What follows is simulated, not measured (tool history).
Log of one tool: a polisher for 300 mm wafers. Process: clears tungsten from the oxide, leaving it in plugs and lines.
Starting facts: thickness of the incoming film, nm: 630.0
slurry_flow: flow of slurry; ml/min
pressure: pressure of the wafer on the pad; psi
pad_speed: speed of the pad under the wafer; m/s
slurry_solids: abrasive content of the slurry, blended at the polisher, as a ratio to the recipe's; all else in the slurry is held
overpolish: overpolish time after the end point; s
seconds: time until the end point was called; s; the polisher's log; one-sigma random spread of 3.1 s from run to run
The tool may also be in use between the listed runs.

run	hour	slurry_flow	pressure	pad_speed	slurry_solids	overpolish	seconds
1	0	295	3.4	1.42	1	7	90.669
2	6.9	295	3.4	1.24	1	7	106.53
3	8	295	3.4	1.24	0.8	7	107.29
4	10.9	240	3.4	1.24	0.8	7	115.21
5	15.7	240	3.4	0.9	0.8	7	151.49
6	16.2	240	4	0.9	0.8	7	128.66
7	17.9	235	3.7	0.88	0.8	7	148.64

Run 8, settings as shown, results not yet in. Your forecast:
8	26.4	230	3.5	0.88	0.8	7	?

seconds: 156.49 s
